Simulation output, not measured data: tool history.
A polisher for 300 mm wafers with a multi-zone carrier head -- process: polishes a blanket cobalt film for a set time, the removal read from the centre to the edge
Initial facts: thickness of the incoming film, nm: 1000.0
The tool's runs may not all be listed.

run  hour  flow of slurry (ml/min)  pressure of the head's centre zone  pressure of the head's middle zone  pressure of the head's edge zone  polishing time (s)  film removed at the wafer's centre (angstrom)  film removed at mid-radius (angstrom)  film removed at the wafer's edge (angstrom)
  1   0.0                      265                                1.00                                1.00                              1.00                  76                                         2476.0                                 2403.0                                       2416.2
  2   8.4                      265                                1.00                                1.03                              1.00                  76                                         2413.0                                 2417.1                                       2462.0
  3  16.4                      265                                1.00                                1.03                              1.00                  68                                         2164.4                                 2148.6                                       2206.5
  4  17.3                      265                                1.01                                1.02                              1.03                  71                                         2274.3                                 2329.5                                       2316.2
  5  23.0                      260                                0.99                                1.00                              1.02                  75                                         2331.3                                 2376.0                                       2415.6
  6  25.1                      260                                0.99                                1.00                              0.94                  75                                         2378.0                                 2357.2                                       2347.2

What does the tool deliver on the next run?
  7  32.8                      260                                1.00                                0.97                              0.97                  77                                              ?                                      ?                                            ?

film removed at the wafer's centre (angstrom): 2440.1
film removed at mid-radius (angstrom): 2349.8
film removed at the wafer's edge (angstrom): 2450.6
